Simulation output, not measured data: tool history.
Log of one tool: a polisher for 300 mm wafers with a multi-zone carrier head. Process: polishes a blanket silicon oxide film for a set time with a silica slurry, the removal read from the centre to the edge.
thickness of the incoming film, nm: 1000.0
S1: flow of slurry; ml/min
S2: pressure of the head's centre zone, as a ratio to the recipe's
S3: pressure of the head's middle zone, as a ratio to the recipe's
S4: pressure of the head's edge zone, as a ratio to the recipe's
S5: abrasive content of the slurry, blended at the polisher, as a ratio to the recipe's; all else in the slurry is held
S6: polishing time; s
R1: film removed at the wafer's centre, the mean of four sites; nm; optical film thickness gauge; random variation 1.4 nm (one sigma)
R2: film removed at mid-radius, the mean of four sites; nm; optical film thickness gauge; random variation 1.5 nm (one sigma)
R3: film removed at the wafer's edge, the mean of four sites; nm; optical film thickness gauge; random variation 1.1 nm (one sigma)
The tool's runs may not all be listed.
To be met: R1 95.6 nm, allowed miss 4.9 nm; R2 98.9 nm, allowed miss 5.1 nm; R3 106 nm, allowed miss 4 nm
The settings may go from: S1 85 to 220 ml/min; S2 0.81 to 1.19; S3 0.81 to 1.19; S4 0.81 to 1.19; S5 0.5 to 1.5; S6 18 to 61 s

run	hour	S1	S2	S3	S4	S5	S6	R1	R2	R3
1	0	140	1	1	1	1	39	127.44	131.07	136.33
2	6.1	140	1	1	1.06	1	39	123.54	130.79	138.18
3	14.1	135	0.99	0.99	1.04	0.9	39	115.19	125.43	128.83
4	19.3	130	0.99	0.95	1.03	0.85	39	112.83	115.38	126.03
5	27.6	125	0.98	0.95	1.01	0.8	39	110.56	114.93	121.21
6	32	120	0.97	0.94	1.01	0.75	39	102.94	108.44	117.62
7	36.5	115	0.97	0.94	1	0.7	39	100.13	106.12	112.55
8	44.8	95	0.97	0.9	0.97	0.65	39	92.612	89.468	102.8
9	45.8	100	0.97	0.91	0.97	0.65	39	92.016	93.466	104.87

4 next moves are on the table. One of them brings every result within its allowed miss. Which?
A	46.8	90	0.98	0.84	1.03	0.7	41	?	?	?
B	46.8	130	0.9	0.89	0.9	0.55	43	?	?	?
C	46.8	145	0.96	0.93	0.87	0.55	40	?	?	?
D	46.8	115	0.94	1.16	0.98	0.5	40	?	?	?

move	R1	R2	R3
A	94.441	92.215	112.23
B	95.341	101.66	106.65
C	95.335	100.56	99.391
D	84.311	109.52	96.158
A: further off than the last run
B: meets every target
C: brings the result that was furthest off to its target, and leaves another outside
D: takes the result that was furthest off past its target
The right move is B.
